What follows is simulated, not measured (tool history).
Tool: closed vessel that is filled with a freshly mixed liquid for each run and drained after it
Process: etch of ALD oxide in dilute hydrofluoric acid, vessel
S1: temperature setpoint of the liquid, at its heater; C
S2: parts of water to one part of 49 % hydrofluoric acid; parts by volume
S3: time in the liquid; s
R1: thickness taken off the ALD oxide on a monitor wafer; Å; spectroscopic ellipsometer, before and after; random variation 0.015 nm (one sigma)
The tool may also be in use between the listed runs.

Run 1, hour 0.0: S1 23.0 C, S2 175 parts by volume, S3 30 s. Result: R1 24.922 Å.
Run 2, hour 4.8: S1 23.0 C, S2 145 parts by volume, S3 30 s. Result: R1 31.963 Å.
Run 3, hour 12.5: S1 22.5 C, S2 150 parts by volume, S3 30 s. Result: R1 29.807 Å.
Run 4, hour 21.3: S1 22.5 C, S2 150 parts by volume, S3 30 s. Result: R1 29.790 Å.
Run 5, hour 24.1: S1 22.0 C, S2 155 parts by volume, S3 30 s. Result: R1 27.812 Å.
At hour 31.3: hydrofluoric acid flow meter replaced.
Run 6, hour 31.3: S1 24.5 C, S2 155 parts by volume, S3 30 s. Result: R1 34.312 Å.
Run 7, hour 33.7: S1 23.5 C, S2 155 parts by volume, S3 30 s. Result: R1 33.577 Å.
Run 8, hour 37.6: S1 23.0 C, S2 155 parts by volume, S3 30 s. Result: R1 32.780 Å.
Run 9, hour 42.6: S1 22.5 C, S2 160 parts by volume, S3 30 s. Result: R1 30.805 Å.

Forecast run 10:
Run 10, hour 46.4: S1 22.0 C, S2 170 parts by volume, S3 30 s. Result: R1 ?.

{"run 10": {"R1": 28.128}}

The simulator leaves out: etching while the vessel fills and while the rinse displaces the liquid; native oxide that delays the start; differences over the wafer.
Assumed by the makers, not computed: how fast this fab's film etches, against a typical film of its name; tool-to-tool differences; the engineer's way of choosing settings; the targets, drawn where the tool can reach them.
